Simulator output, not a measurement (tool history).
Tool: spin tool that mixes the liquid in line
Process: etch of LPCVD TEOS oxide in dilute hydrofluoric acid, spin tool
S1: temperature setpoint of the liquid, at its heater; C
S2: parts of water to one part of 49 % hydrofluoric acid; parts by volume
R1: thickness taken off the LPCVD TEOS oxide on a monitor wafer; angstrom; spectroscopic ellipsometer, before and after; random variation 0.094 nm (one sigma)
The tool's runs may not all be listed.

Run 1, hour 0.0: S1 22.0 C, S2 215 parts by volume, time under the liquid (s) 125. Result: R1 82.523 angstrom.
Run 2, hour 6.2: S1 23.5 C, S2 215 parts by volume, time under the liquid (s) 125. Result: R1 85.431 angstrom.
Run 3, hour 8.1: S1 24.5 C, S2 210 parts by volume, time under the liquid (s) 125. Result: R1 93.078 angstrom.
Run 4, hour 11.4: S1 24.5 C, S2 275 parts by volume, time under the liquid (s) 125. Result: R1 65.718 angstrom.
Run 5, hour 18.6: S1 25.5 C, S2 265 parts by volume, time under the liquid (s) 125. Result: R1 71.906 angstrom.
Run 6, hour 24.1: S1 24.0 C, S2 265 parts by volume, time under the liquid (s) 125. Result: R1 67.825 angstrom.
Run 7, hour 25.2: S1 25.0 C, S2 255 parts by volume, time under the liquid (s) 125. Result: R1 73.301 angstrom.
Run 8, hour 31.3: S1 25.5 C, S2 245 parts by volume, time under the liquid (s) 125. Result: R1 79.101 angstrom.

Run 9 comes next. What will it give?
Run 9, hour 37.3: S1 25.5 C, S2 245 parts by volume, time under the liquid (s) 125. Result: R1 ?.

Run 9 gave R1 78.370 angstrom.
